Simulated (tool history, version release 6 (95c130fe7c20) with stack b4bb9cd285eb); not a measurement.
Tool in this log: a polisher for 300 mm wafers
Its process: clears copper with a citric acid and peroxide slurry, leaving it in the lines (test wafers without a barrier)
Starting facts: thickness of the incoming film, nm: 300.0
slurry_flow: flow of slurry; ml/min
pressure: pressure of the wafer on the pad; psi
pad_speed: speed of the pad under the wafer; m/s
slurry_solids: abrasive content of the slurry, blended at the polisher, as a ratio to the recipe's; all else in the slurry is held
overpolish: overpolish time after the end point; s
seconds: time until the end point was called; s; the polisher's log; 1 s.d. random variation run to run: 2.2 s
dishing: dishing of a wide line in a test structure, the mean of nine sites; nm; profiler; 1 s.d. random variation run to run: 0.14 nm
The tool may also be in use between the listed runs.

run	hour	slurry_flow	pressure	pad_speed	slurry_solids	overpolish	seconds	dishing
1	0.0	185	2.7	1.00	1.00	10	119.67	16.0940
2	6.1	185	2.7	1.10	1.00	10	108.48	17.5640
3	11.4	185	2.7	1.10	0.85	10	110.88	17.4010
4	15.2	180	2.4	1.10	0.85	10	124.11	15.4420
5	15.9	180	2.4	1.34	0.85	10	101.06	18.5220
6	22.9	175	2.2	1.30	0.85	10	111.25	16.5480
7	26.3	170	2.0	1.26	0.85	10	129.22	15.0000

What will run 8 give?
8	34.1	155	1.3	1.20	0.85	9	?	?

Run 8 produced seconds 190.70 s, dishing 9.0919 nm.

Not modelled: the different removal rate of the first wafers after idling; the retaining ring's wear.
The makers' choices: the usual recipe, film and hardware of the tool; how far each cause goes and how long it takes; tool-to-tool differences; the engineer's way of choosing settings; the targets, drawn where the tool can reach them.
